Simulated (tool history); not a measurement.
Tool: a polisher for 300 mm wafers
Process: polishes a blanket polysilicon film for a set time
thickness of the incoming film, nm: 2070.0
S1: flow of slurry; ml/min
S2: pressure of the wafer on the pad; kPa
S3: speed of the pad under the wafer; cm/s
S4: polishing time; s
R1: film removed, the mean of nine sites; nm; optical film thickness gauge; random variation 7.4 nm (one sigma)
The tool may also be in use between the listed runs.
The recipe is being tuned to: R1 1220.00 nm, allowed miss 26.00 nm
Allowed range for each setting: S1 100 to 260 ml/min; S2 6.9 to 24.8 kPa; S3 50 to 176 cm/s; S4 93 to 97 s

run,day,S1,S2,S3,S4,R1
1,0.000,165,15.9,112,93,730.22
2,0.221,175,17.2,112,93,809.88
3,0.350,135,17.2,112,93,755.15
4,0.458,175,17.2,112,93,796.28
5,0.821,185,18.6,112,93,876.94
6,0.971,205,18.6,112,93,899.33
7,1.238,210,19.3,112,93,933.88
# day 1.508: slurry nozzle cleaned
8,1.508,215,20.0,112,93,1006.60
9,1.612,220,20.7,112,93,1037.80

Pick the move, out of 5, that brings all results within their allowed miss; only one does.
A,1.717,210,20.0,104,96,?
B,1.717,230,20.0,102,96,?
C,1.717,235,18.6,102,93,?
D,1.717,220,18.6,104,93,?
E,1.717,185,20.0,136,96,?

move,R1
A,960.32
B,953.34
C,863.59
D,872.93
E,1224.00
A: its largest miss is bigger than the last run's
B: its largest miss is bigger than the last run's
C: its largest miss is bigger than the last run's
D: its largest miss is bigger than the last run's
E: every result lands within tolerance
So the answer is move E, the one that meets all the targets.
